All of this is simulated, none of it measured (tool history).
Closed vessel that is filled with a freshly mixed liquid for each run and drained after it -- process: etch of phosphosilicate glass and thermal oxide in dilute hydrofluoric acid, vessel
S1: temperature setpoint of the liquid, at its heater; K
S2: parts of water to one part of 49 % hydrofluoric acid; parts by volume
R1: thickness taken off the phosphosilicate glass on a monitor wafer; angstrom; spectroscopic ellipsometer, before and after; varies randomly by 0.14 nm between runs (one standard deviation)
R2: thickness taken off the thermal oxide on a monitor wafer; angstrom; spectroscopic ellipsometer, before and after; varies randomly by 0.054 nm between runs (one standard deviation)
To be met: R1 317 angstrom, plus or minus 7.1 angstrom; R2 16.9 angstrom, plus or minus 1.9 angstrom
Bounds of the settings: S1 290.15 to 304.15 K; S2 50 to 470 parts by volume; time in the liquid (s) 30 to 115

Run 1, day 0: S1 296.15 K, S2 260 parts by volume, time in the liquid (s) 60. Result: R1 167.68 angstrom, R2 9.0501 angstrom.
Run 2, day 0.3: S1 298.65 K, S2 235 parts by volume, time in the liquid (s) 60. Result: R1 210.09 angstrom, R2 11.058 angstrom.
Run 3, day 0.521: S1 300.15 K, S2 220 parts by volume, time in the liquid (s) 60. Result: R1 241.09 angstrom, R2 12.933 angstrom.
Run 4, day 0.858: S1 301.65 K, S2 210 parts by volume, time in the liquid (s) 60. Result: R1 266.2 angstrom, R2 14.727 angstrom.
Run 5, day 0.962: S1 301.65 K, S2 135 parts by volume, time in the liquid (s) 60. Result: R1 459.54 angstrom, R2 25.368 angstrom.
Run 6, day 1.1: S1 298.15 K, S2 140 parts by volume, time in the liquid (s) 60. Result: R1 381.42 angstrom, R2 20.631 angstrom.
Run 7, day 1.275: S1 296.65 K, S2 140 parts by volume, time in the liquid (s) 60. Result: R1 362.7 angstrom, R2 20.225 angstrom.
Run 8, day 1.512: S1 295.65 K, S2 140 parts by volume, time in the liquid (s) 60. Result: R1 349.2 angstrom, R2 18.497 angstrom.
Run 9, day 1.671: S1 294.65 K, S2 140 parts by volume, time in the liquid (s) 60. Result: R1 336.78 angstrom, R2 17.546 angstrom.
Run 10, day 1.75: S1 294.15 K, S2 140 parts by volume, time in the liquid (s) 60. Result: R1 327.03 angstrom, R2 18.204 angstrom.

Which single option among these 4 for the next run brings every result within its allowed miss of target? Just one does.
Run A, day 1.829: S1 291.65 K, S2 105 parts by volume, time in the liquid (s) 50. Result: R1 ?, R2 ?.
Run B, day 1.829: S1 298.65 K, S2 180 parts by volume, time in the liquid (s) 65. Result: R1 ?, R2 ?.
Run C, day 1.829: S1 297.15 K, S2 230 parts by volume, time in the liquid (s) 100. Result: R1 ?, R2 ?.
Run D, day 1.829: S1 296.15 K, S2 135 parts by volume, time in the liquid (s) 55. Result: R1 ?, R2 ?.

move      R1      R2
   A  340.25  18.585
   B  312.53  17.071
   C  337.35  18.427
   D  337.56  18.438
A: the biggest miss grows against the last run
B: in spec on every target
C: the biggest miss grows against the last run
D: the biggest miss grows against the last run
B is the move that brings every result within its allowed miss.
